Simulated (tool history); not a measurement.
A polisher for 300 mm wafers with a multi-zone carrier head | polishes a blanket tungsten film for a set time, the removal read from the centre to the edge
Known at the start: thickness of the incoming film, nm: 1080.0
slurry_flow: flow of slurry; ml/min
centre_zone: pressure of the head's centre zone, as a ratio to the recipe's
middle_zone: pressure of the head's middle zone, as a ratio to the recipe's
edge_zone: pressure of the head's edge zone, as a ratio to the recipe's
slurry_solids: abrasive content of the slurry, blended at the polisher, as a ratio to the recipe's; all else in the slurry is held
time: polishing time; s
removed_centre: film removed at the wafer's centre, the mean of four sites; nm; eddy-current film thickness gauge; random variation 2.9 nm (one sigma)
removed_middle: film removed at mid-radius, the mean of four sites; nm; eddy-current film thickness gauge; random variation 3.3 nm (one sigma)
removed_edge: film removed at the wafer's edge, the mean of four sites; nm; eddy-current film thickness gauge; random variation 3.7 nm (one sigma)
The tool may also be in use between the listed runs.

| run | hour | slurry_flow | centre_zone | middle_zone | edge_zone | slurry_solids | time | removed_centre | removed_middle | removed_edge |
|---|---|---|---|---|---|---|---|---|---|---|
| 1 | 0.0 | 160 | 1.00 | 1.00 | 1.00 | 1.00 | 73 | 301.44 | 310.52 | 308.72 |
| 2 | 0.6 | 160 | 0.93 | 1.00 | 1.00 | 1.00 | 73 | 275.33 | 307.47 | 309.17 |
| 3 | 4.7 | 160 | 0.93 | 0.93 | 1.00 | 1.00 | 73 | 271.10 | 284.01 | 315.28 |
| 4 | 12.7 | 160 | 0.98 | 0.93 | 1.00 | 1.00 | 73 | 295.18 | 292.42 | 306.66 |
| 5 | 14.1 | 160 | 0.98 | 0.93 | 1.00 | 0.85 | 73 | 282.24 | 275.81 | 304.34 |
|  | 23.0 | worn pad replaced by a new one |
| 6 | 23.0 | 160 | 0.98 | 0.93 | 1.00 | 0.95 | 73 | 324.61 | 318.74 | 341.43 |
| 7 | 29.8 | 160 | 0.98 | 0.93 | 0.98 | 0.90 | 72 | 313.79 | 313.69 | 328.93 |

The next listed run, before its measurement:
| 8 | 30.4 | 135 | 1.00 | 0.83 | 0.93 | 0.65 | 62 | ? | ? | ? |

{"run 8": {"removed_centre": 255.24, "removed_middle": 215.41, "removed_edge": 254.57}}

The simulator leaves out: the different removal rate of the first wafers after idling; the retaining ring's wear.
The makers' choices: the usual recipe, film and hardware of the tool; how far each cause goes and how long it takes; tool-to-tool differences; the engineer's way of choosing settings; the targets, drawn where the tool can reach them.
